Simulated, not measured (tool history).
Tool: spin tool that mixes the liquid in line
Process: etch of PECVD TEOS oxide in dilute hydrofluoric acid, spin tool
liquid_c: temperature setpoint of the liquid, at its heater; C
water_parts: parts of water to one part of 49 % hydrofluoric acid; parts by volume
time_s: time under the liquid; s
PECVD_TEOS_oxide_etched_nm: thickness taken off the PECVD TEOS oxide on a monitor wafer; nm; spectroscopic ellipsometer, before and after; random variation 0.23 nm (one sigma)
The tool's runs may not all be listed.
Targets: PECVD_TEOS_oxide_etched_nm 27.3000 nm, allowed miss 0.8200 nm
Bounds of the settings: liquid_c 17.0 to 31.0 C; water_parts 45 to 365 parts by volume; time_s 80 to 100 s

Run 1, hour 0.0: liquid_c 23.0 C, water_parts 205 parts by volume, time_s 100 s. Result: PECVD_TEOS_oxide_etched_nm 11.8100 nm.
Run 2, hour 5.9: liquid_c 23.0 C, water_parts 205 parts by volume, time_s 80 s. Result: PECVD_TEOS_oxide_etched_nm 9.5119 nm.
Run 3, hour 14.7: liquid_c 25.0 C, water_parts 165 parts by volume, time_s 80 s. Result: PECVD_TEOS_oxide_etched_nm 13.5000 nm.
Run 4, hour 18.2: liquid_c 26.5 C, water_parts 140 parts by volume, time_s 80 s. Result: PECVD_TEOS_oxide_etched_nm 17.1530 nm.
Run 5, hour 22.9: liquid_c 29.0 C, water_parts 140 parts by volume, time_s 80 s. Result: PECVD_TEOS_oxide_etched_nm 18.5940 nm.
Run 6, hour 23.9: liquid_c 29.0 C, water_parts 175 parts by volume, time_s 80 s. Result: PECVD_TEOS_oxide_etched_nm 14.3940 nm.
Run 7, hour 31.4: liquid_c 29.5 C, water_parts 150 parts by volume, time_s 80 s. Result: PECVD_TEOS_oxide_etched_nm 17.4150 nm.
Run 8, hour 39.3: liquid_c 30.0 C, water_parts 130 parts by volume, time_s 80 s. Result: PECVD_TEOS_oxide_etched_nm 21.6110 nm.
Run 9, hour 45.0: liquid_c 30.5 C, water_parts 120 parts by volume, time_s 80 s. Result: PECVD_TEOS_oxide_etched_nm 23.8130 nm.
Run 10, hour 52.5: liquid_c 30.5 C, water_parts 115 parts by volume, time_s 80 s. Result: PECVD_TEOS_oxide_etched_nm 24.8530 nm.
Run 11, hour 61.6: liquid_c 30.5 C, water_parts 110 parts by volume, time_s 80 s. Result: PECVD_TEOS_oxide_etched_nm 26.3800 nm.

4 next moves are on the table. One of them brings every result within its allowed miss. Which?
Run A, hour 70.7: liquid_c 29.5 C, water_parts 125 parts by volume, time_s 100 s. Result: PECVD_TEOS_oxide_etched_nm ?.
Run B, hour 70.7: liquid_c 31.0 C, water_parts 140 parts by volume, time_s 100 s. Result: PECVD_TEOS_oxide_etched_nm ?.
Run C, hour 70.7: liquid_c 31.0 C, water_parts 135 parts by volume, time_s 95 s. Result: PECVD_TEOS_oxide_etched_nm ?.
Run D, hour 70.7: liquid_c 30.5 C, water_parts 120 parts by volume, time_s 85 s. Result: PECVD_TEOS_oxide_etched_nm ?.

move  PECVD_TEOS_oxide_etched_nm
   A                     27.5000
   B                     25.4110
   C                     25.2050
   D                     25.4340
A: meets every target
B: further off than the last run
C: further off than the last run
D: further off than the last run
The right move is A.
